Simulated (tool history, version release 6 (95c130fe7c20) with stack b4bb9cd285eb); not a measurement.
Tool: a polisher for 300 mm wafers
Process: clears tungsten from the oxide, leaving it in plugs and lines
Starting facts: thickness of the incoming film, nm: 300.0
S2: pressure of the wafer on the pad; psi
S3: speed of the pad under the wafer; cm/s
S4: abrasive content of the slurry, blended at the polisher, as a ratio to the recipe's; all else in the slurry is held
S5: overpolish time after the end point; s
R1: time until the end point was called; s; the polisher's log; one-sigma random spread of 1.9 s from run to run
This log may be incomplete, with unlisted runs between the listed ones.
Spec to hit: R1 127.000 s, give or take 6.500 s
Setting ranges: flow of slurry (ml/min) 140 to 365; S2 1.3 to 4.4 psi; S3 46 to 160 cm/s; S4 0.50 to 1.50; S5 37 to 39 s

{"run": 1, "day": 0.0, "flow of slurry (ml/min)": 235, "S2": 2.8, "S3": 102, "S4": 1.0, "S5": 37, "R1": 98.328}
{"run": 2, "day": 0.283, "flow of slurry (ml/min)": 235, "S2": 2.8, "S3": 102, "S4": 1.0, "S5": 37, "R1": 100.51}
{"run": 3, "day": 0.658, "flow of slurry (ml/min)": 235, "S2": 2.7, "S3": 102, "S4": 1.0, "S5": 37, "R1": 103.59}
{"run": 4, "day": 0.804, "flow of slurry (ml/min)": 235, "S2": 2.6, "S3": 102, "S4": 1.0, "S5": 37, "R1": 107.55}
{"run": 5, "day": 1.104, "flow of slurry (ml/min)": 235, "S2": 2.6, "S3": 102, "S4": 0.85, "S5": 37, "R1": 109.43}
{"run": 6, "day": 1.271, "flow of slurry (ml/min)": 290, "S2": 2.6, "S3": 102, "S4": 0.85, "S5": 37, "R1": 110.4}
{"run": 7, "day": 1.3, "flow of slurry (ml/min)": 290, "S2": 2.6, "S3": 102, "S4": 0.85, "S5": 37, "R1": 108.08}
{"run": 8, "day": 1.625, "flow of slurry (ml/min)": 290, "S2": 2.5, "S3": 102, "S4": 0.85, "S5": 37, "R1": 111.88}
{"run": 9, "day": 1.871, "flow of slurry (ml/min)": 290, "S2": 2.4, "S3": 102, "S4": 0.85, "S5": 37, "R1": 116.53}
{"run": 10, "day": 2.104, "flow of slurry (ml/min)": 290, "S2": 2.3, "S3": 102, "S4": 0.85, "S5": 37, "R1": 120.05}

Consider the 4 candidate settings below. Which is the only one whose results all fall within their allowed miss of target?
{"run": "A", "day": 2.338, "flow of slurry (ml/min)": 230, "S2": 1.8, "S3": 126, "S4": 1.05, "S5": 39, "R1": "?"}
{"run": "B", "day": 2.338, "flow of slurry (ml/min)": 335, "S2": 2.3, "S3": 80, "S4": 0.8, "S5": 39, "R1": "?"}
{"run": "C", "day": 2.338, "flow of slurry (ml/min)": 305, "S2": 2.3, "S3": 82, "S4": 0.85, "S5": 37, "R1": "?"}
{"run": "D", "day": 2.338, "flow of slurry (ml/min)": 310, "S2": 1.9, "S3": 138, "S4": 0.9, "S5": 39, "R1": "?"}

move=A R1=125.530
move=B R1=142.640
move=C R1=139.930
move=D R1=109.550
A: every result lands within tolerance
B: moves the result that the last run missed by most past its target, out the other side
C: moves the result that the last run missed by most past its target, out the other side
D: the biggest miss grows against the last run
A is the move that brings every result within its allowed miss.

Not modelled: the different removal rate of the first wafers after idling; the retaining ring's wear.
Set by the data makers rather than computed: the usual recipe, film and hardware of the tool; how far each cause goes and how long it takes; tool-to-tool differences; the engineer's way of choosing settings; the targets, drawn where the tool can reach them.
